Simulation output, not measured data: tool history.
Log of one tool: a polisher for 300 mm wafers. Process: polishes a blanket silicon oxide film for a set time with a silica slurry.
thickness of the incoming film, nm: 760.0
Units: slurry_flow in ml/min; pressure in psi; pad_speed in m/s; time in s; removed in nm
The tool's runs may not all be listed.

| run | hour | slurry_flow | pressure | pad_speed | slurry_solids | time | removed |
|---|---|---|---|---|---|---|---|
| 1 | 0 | 250 | 4.1 | 1.5 | 1 | 42 | 156.65 |
| 2 | 4.8 | 250 | 4.8 | 1.5 | 1 | 42 | 180.19 |
| 3 | 9.6 | 250 | 4.8 | 1.5 | 1 | 44 | 188.46 |
| 4 | 16.4 | 250 | 5.2 | 1.5 | 1 | 44 | 204.14 |
| 5 | 24.2 | 250 | 5.2 | 1.68 | 1 | 44 | 224.77 |
| 6 | 26.8 | 225 | 5.2 | 1.68 | 1 | 44 | 219.93 |
| 7 | 32.4 | 220 | 4.7 | 1.66 | 1 | 44 | 196.38 |
| 8 | 39.5 | 215 | 4.3 | 1.66 | 1 | 44 | 176.87 |
| 9 | 43.5 | 210 | 4 | 1.66 | 1 | 44 | 166.89 |
| 10 | 45.8 | 210 | 2.9 | 1.62 | 1 | 44 | 119.26 |

The next listed run, before its measurement:
| 11 | 47.4 | 205 | 2.9 | 1.62 | 1 | 44 | ? |

Run 11 gave removed 121.11 nm.
